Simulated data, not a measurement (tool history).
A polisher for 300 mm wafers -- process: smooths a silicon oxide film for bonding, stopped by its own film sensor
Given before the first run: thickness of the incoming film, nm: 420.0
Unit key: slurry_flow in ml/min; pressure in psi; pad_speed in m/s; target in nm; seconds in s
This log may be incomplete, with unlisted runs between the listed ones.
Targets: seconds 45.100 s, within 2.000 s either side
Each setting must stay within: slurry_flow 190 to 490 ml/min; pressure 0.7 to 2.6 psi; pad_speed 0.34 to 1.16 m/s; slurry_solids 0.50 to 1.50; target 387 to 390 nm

run 1 hour=0.0 | slurry_flow=315 pressure=1.6 pad_speed=0.74 slurry_solids=1.00 target=387 | seconds=80.265
run 2 hour=1.1 | slurry_flow=315 pressure=1.7 pad_speed=0.74 slurry_solids=1.00 target=387 | seconds=75.690
run 3 hour=1.8 | slurry_flow=315 pressure=1.7 pad_speed=0.74 slurry_solids=1.00 target=387 | seconds=76.272
run 4 hour=10.1 | slurry_flow=315 pressure=1.4 pad_speed=0.74 slurry_solids=1.00 target=387 | seconds=89.127
run 5 hour=13.6 | slurry_flow=315 pressure=1.6 pad_speed=0.76 slurry_solids=1.00 target=387 | seconds=79.051
run 6 hour=15.9 | slurry_flow=315 pressure=1.6 pad_speed=0.60 slurry_solids=1.00 target=387 | seconds=94.070
run 7 hour=18.9 | slurry_flow=315 pressure=1.8 pad_speed=0.62 slurry_solids=1.00 target=387 | seconds=83.248
run 8 hour=26.5 | slurry_flow=315 pressure=1.9 pad_speed=0.64 slurry_solids=1.00 target=387 | seconds=78.740
run 9 hour=31.5 | slurry_flow=315 pressure=2.0 pad_speed=0.68 slurry_solids=1.00 target=387 | seconds=73.958
run 10 hour=34.6 | slurry_flow=315 pressure=2.1 pad_speed=0.72 slurry_solids=1.00 target=387 | seconds=64.935
run 11 hour=35.8 | slurry_flow=315 pressure=2.2 pad_speed=0.74 slurry_solids=1.00 target=387 | seconds=62.796
run 12 hour=44.5 | slurry_flow=315 pressure=2.3 pad_speed=0.76 slurry_solids=1.00 target=387 | seconds=58.358
run 13 hour=47.6 | slurry_flow=315 pressure=2.3 pad_speed=0.78 slurry_solids=1.00 target=387 | seconds=57.015
run 14 hour=56.6 | slurry_flow=315 pressure=2.3 pad_speed=0.80 slurry_solids=1.00 target=387 | seconds=57.210
run 15 hour=65.5 | slurry_flow=315 pressure=2.3 pad_speed=0.82 slurry_solids=1.00 target=387 | seconds=56.104
run 16 hour=69.2 | slurry_flow=315 pressure=2.3 pad_speed=0.84 slurry_solids=1.00 target=387 | seconds=54.976
run 17 hour=71.1 | slurry_flow=315 pressure=2.3 pad_speed=0.86 slurry_solids=1.00 target=387 | seconds=52.951
run 18 hour=77.4 | slurry_flow=315 pressure=2.5 pad_speed=0.88 slurry_solids=1.00 target=387 | seconds=48.307

5 candidate next runs follow, results not yet known. Just one meets every target within its allowed miss. Identify it.
run A hour=83.7 | slurry_flow=300 pressure=2.5 pad_speed=0.76 slurry_solids=1.05 target=387 | seconds=?
run B hour=83.7 | slurry_flow=260 pressure=2.1 pad_speed=1.10 slurry_solids=1.05 target=388 | seconds=?
run C hour=83.7 | slurry_flow=330 pressure=2.4 pad_speed=0.84 slurry_solids=0.95 target=388 | seconds=?
run D hour=83.7 | slurry_flow=345 pressure=2.5 pad_speed=0.78 slurry_solids=1.00 target=389 | seconds=?
run E hour=83.7 | slurry_flow=295 pressure=2.4 pad_speed=0.92 slurry_solids=0.85 target=388 | seconds=?

move=A seconds=53.206
move=B seconds=44.772
move=C seconds=50.968
move=D seconds=49.422
move=E seconds=50.151
A: lands further from the targets than the last run did
B: every result lands within tolerance
C: lands further from the targets than the last run did
D: lands further from the targets than the last run did
E: lands further from the targets than the last run did
B meets every target.
